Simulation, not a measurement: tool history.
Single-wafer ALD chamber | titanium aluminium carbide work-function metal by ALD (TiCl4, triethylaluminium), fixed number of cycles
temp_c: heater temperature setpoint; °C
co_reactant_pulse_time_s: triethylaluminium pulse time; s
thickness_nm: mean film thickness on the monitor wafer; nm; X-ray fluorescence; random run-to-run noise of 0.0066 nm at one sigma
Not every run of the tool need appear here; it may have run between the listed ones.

{"run": 1, "hour": 0.0, "temp_c": 310, "co_reactant_pulse_time_s": 12.64, "thickness_nm": 2.2017}
{"run": 2, "hour": 2.7, "temp_c": 310, "co_reactant_pulse_time_s": 11.19, "thickness_nm": 2.1931}
{"run": 3, "hour": 9.5, "temp_c": 317, "co_reactant_pulse_time_s": 11.19, "thickness_nm": 2.2569}
{"run": 4, "hour": 15.0, "temp_c": 312, "co_reactant_pulse_time_s": 10.71, "thickness_nm": 2.1909}
{"run": 5, "hour": 22.9, "temp_c": 309, "co_reactant_pulse_time_s": 10.43, "thickness_nm": 2.1522}
{"run": 6, "hour": 26.8, "temp_c": 303, "co_reactant_pulse_time_s": 10.43, "thickness_nm": 2.0998}
{"run": 7, "hour": 33.4, "temp_c": 302, "co_reactant_pulse_time_s": 10.32, "thickness_nm": 2.0731}
{"run": 8, "hour": 34.2, "temp_c": 301, "co_reactant_pulse_time_s": 10.27, "thickness_nm": 2.0853}
{"run": 9, "hour": 36.9, "temp_c": 294, "co_reactant_pulse_time_s": 9.44, "thickness_nm": 1.9747}
{"run": 10, "hour": 40.1, "temp_c": 295, "co_reactant_pulse_time_s": 9.53, "thickness_nm": 1.9826}

Run 11, settings as shown, results not yet in. Your forecast:
{"run": 11, "hour": 41.8, "temp_c": 296, "co_reactant_pulse_time_s": 9.6, "thickness_nm": "?"}

Logged for run 11: thickness_nm 2.0027 nm.

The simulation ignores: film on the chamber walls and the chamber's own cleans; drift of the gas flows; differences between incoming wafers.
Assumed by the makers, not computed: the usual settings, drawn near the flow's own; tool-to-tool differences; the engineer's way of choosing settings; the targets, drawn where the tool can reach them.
